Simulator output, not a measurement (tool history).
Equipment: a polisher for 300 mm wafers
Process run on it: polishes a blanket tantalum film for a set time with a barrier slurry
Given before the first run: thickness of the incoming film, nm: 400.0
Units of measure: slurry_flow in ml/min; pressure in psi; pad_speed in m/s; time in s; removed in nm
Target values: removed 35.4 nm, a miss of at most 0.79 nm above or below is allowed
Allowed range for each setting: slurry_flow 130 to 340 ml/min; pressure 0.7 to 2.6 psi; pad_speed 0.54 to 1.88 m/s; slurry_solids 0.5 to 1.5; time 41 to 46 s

run,hour,slurry_flow,pressure,pad_speed,slurry_solids,time,removed
1,0,220,1.6,1.2,1,46,77.55
2,7.1,215,1.5,1.18,1,46,71.777
3,8.1,215,1.5,1.18,1,41,63.884
4,12.4,215,1.5,1.18,1.1,41,65.595
5,13.9,215,1.5,0.9,1.1,41,50.609
6,22.2,210,1.4,0.9,1.1,41,46.836
7,23.8,205,1.4,0.9,1.1,41,46.808
8,28.8,185,0.9,0.9,1.1,41,30.353
9,37.4,195,0.9,0.9,1.1,41,30.494
10,40,205,0.9,0.9,1.1,41,31.052
11,48.8,215,0.9,0.9,1.1,41,30.828
12,50.1,225,1,0.9,1.1,41,34.195
13,53.9,230,1,0.9,1.1,41,34.165
14,54.6,235,1,0.9,1.1,41,34.49

5 next moves are on the table. One of them brings every result within its allowed miss. Which?
A,55.3,185,0.8,1,1.15,44,?
B,55.3,280,0.8,0.98,1.5,41,?
C,55.3,220,0.9,0.96,1.25,41,?
D,55.3,220,1,0.8,1.05,46,?
E,55.3,215,1.1,0.78,1,46,?

move,removed
A,32.575
B,33.262
C,34.06
D,33.798
E,35.51
A: the biggest miss grows against the last run
B: the biggest miss grows against the last run
C: the biggest miss grows against the last run
D: the biggest miss grows against the last run
E: each result inside its tolerance
Move E is the one to make.

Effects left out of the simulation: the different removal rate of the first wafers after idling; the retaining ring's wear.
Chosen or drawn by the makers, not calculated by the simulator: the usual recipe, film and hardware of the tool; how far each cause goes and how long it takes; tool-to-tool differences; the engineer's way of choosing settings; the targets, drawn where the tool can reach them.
